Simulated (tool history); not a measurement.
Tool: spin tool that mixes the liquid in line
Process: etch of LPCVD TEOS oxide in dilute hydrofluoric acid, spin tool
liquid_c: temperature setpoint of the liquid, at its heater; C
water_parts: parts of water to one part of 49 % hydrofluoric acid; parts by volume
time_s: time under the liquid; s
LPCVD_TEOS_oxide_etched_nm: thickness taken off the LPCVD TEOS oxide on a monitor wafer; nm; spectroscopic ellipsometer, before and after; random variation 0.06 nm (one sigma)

run 1 hour=0.0 | liquid_c=24.0 water_parts=270 time_s=90 | LPCVD_TEOS_oxide_etched_nm=8.4478
run 2 hour=5.6 | liquid_c=22.5 water_parts=270 time_s=90 | LPCVD_TEOS_oxide_etched_nm=8.1043
run 3 hour=7.1 | liquid_c=22.5 water_parts=205 time_s=90 | LPCVD_TEOS_oxide_etched_nm=11.2810
run 4 hour=14.6 | liquid_c=21.0 water_parts=230 time_s=90 | LPCVD_TEOS_oxide_etched_nm=9.3400
run 5 hour=22.8 | liquid_c=21.0 water_parts=230 time_s=90 | LPCVD_TEOS_oxide_etched_nm=9.3039
run 6 hour=24.3 | liquid_c=21.0 water_parts=155 time_s=90 | LPCVD_TEOS_oxide_etched_nm=14.7350
run 7 hour=26.9 | liquid_c=21.0 water_parts=155 time_s=90 | LPCVD_TEOS_oxide_etched_nm=14.8650

Run 8 comes next. What will it give?
run 8 hour=32.6 | liquid_c=20.0 water_parts=190 time_s=90 | LPCVD_TEOS_oxide_etched_nm=?

LPCVD_TEOS_oxide_etched_nm: 11.1580 nm
